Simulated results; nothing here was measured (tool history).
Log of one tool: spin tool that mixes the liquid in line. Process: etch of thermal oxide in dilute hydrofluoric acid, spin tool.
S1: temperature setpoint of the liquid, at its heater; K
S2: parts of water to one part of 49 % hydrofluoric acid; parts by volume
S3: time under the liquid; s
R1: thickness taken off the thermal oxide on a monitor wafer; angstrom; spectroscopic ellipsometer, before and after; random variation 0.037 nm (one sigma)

| run | hour | S1 | S2 | S3 | R1 |
|---|---|---|---|---|---|
| 1 | 0 | 297.15 | 190 | 90 | 20.16 |
| 2 | 4.2 | 294.65 | 190 | 90 | 18.526 |
| 3 | 11.9 | 297.15 | 165 | 90 | 24.032 |
| 4 | 15.8 | 299.15 | 150 | 90 | 29.055 |
| 5 | 19.7 | 300.65 | 140 | 90 | 33.495 |
| 6 | 20.3 | 301.65 | 135 | 90 | 35.897 |
| 7 | 22.3 | 302.65 | 130 | 90 | 39.091 |

Forecast run 8:
| 8 | 27.3 | 302.65 | 130 | 90 | ? |

R1: 38.414 angstrom
